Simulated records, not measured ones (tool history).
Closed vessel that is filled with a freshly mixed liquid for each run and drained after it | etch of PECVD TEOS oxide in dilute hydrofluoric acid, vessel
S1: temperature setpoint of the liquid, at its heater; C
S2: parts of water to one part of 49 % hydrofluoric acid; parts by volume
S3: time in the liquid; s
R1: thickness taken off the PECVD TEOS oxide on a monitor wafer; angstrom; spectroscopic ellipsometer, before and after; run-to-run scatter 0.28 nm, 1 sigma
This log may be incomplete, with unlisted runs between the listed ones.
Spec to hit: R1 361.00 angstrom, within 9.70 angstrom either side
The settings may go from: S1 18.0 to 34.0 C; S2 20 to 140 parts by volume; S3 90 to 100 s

run 1 hour=0.0 | S1=26.0 S2=75 S3=90 | R1=210.00
run 2 hour=6.5 | S1=28.0 S2=70 S3=90 | R1=242.44
run 3 hour=7.4 | S1=30.5 S2=70 S3=90 | R1=268.17
run 4 hour=13.3 | S1=30.5 S2=60 S3=90 | R1=319.89
run 5 hour=20.5 | S1=32.0 S2=60 S3=90 | R1=337.22
run 6 hour=24.7 | S1=32.0 S2=60 S3=90 | R1=337.71
run 7 hour=29.6 | S1=32.0 S2=60 S3=90 | R1=335.50
run 8 hour=37.8 | S1=32.5 S2=60 S3=90 | R1=341.69

Exactly one of the 5 candidate moves below puts every result within its allowed miss. Which one?
run A hour=46.0 | S1=32.5 S2=60 S3=100 | R1=?
run B hour=46.0 | S1=33.0 S2=65 S3=95 | R1=?
run C hour=46.0 | S1=34.0 S2=60 S3=95 | R1=?
run D hour=46.0 | S1=34.0 S2=60 S3=90 | R1=?
run E hour=46.0 | S1=32.0 S2=65 S3=100 | R1=?

move=A R1=375.77
move=B R1=333.13
move=C R1=377.82
move=D R1=357.94
move=E R1=337.63
A: the result that was furthest off in the last run now lies on the other side of its target
B: the biggest miss grows against the last run
C: the result that was furthest off in the last run now lies on the other side of its target
D: hits every target within its allowed miss
E: the biggest miss grows against the last run
Correct choice: D, which meets every target
